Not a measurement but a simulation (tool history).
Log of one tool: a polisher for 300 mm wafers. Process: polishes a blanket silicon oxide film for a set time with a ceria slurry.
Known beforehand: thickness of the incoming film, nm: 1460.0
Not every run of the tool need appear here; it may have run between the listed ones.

run	hour	flow of slurry (ml/min)	pressure of the wafer on the pad (kPa)	speed of the pad under the wafer (cm/s)	polishing time (s)	film removed (Å)
1	0	280	20	84	80	2539
2	1.5	280	20	84	84	2676.8
3	5.2	280	19.3	84	84	2558.7
4	11.5	280	19.3	84	84	2575.1
5	16	280	22.1	84	84	2880.5
6	17	230	22.1	84	84	2869.3

Predict the results of run 7:
7	25.1	230	20.7	84	84	?

Run 7 came out at film removed (Å) 2683.2.
